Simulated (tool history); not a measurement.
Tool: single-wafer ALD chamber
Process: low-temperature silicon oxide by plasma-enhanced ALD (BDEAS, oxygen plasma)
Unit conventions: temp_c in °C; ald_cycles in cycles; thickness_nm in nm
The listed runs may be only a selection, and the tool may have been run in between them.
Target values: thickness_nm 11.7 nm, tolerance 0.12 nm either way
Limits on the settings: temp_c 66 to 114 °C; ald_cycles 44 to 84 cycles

run	day	temp_c	ald_cycles	thickness_nm
1	0	90	64	9.9678
2	0.038	88	65	10.186
3	0.354	88	61	9.5545
4	0.608	88	68	10.718
5	0.679	86	68	10.77
6	0.962	76	68	11.068
7	1.042	75	68	11.141
8	1.342	75	68	11.125
9	1.429	74	68	11.124
10	1.733	73	68	11.147
11	1.942	72	68	11.179

Which one of the following 4 next-run settings gets every result inside its allowed miss? There is exactly one.
A	2.15	77	72	?
B	2.15	73	63	?
C	2.15	68	72	?
D	2.15	67	68	?

move	thickness_nm
A	11.68
B	10.341
C	11.99
D	11.357
A: meets every target
B: moves away from the targets compared with the last run
C: takes the biggest miss from the last run beyond its target
D: gains on the last run, yet a result remains outside its allowed miss
A meets every target.

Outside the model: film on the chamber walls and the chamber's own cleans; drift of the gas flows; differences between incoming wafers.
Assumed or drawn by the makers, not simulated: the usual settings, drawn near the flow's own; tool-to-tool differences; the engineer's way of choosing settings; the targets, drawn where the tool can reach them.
